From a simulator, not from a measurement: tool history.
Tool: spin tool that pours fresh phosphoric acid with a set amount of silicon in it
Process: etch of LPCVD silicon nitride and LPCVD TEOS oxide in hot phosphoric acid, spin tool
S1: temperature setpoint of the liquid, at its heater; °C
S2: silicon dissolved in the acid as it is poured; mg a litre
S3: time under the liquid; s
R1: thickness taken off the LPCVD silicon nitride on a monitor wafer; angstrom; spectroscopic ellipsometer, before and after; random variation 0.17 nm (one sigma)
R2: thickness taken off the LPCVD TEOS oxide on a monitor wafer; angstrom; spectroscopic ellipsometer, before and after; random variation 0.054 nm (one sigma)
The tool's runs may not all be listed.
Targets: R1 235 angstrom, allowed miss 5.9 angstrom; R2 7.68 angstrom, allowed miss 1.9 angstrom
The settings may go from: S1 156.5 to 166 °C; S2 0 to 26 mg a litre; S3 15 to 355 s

run	day	S1	S2	S3	R1	R2
1	0	161	11.5	180	155.38	4.6054
2	0.229	162	12	195	175.55	5.6829
3	0.283	162	12	155	139.56	4.415
4	0.412	162.5	13.5	175	160.68	5.3376
5	0.712	162.5	18	175	161.21	4.4474
6	0.946	164.5	18	175	169.91	5.1456
7	1.3	165	18	190	186.55	4.9558
8	1.596	165	15	200	200.54	7.3648
9	1.7	165	16	205	202.33	6.9899
10	1.979	165	16.5	210	208.28	6.7903
11	2.171	165	17	215	214.36	6.7566
12	2.304	165	17	220	218.79	7.0617
13	2.408	165	17	225	225.52	7.1355
14	2.583	165.5	17	225	228.07	6.4271
15	2.779	165.5	16	225	225.28	7.6239
16	2.854	165.5	16.5	225	224.25	7.6631
17	2.992	165.5	17	225	226.78	7.4133

Which of these 5 next moves meets every target?
A	3.129	166	17	220	?	?
B	3.129	166	16.5	230	?	?
C	3.129	164	21	235	?	?
D	3.129	161	26	255	?	?
E	3.129	164.5	17	250	?	?

move	R1	R2
A	227.21	6.8168
B	237.54	7.2204
C	227.28	5.6366
D	223.24	4.1877
E	245.8	6.9498
A: nearer than the last run, and not there yet
B: meets every target
C: nearer than the last run, and not there yet
D: further off than the last run
E: takes the result that was furthest off past its target
Answer: B
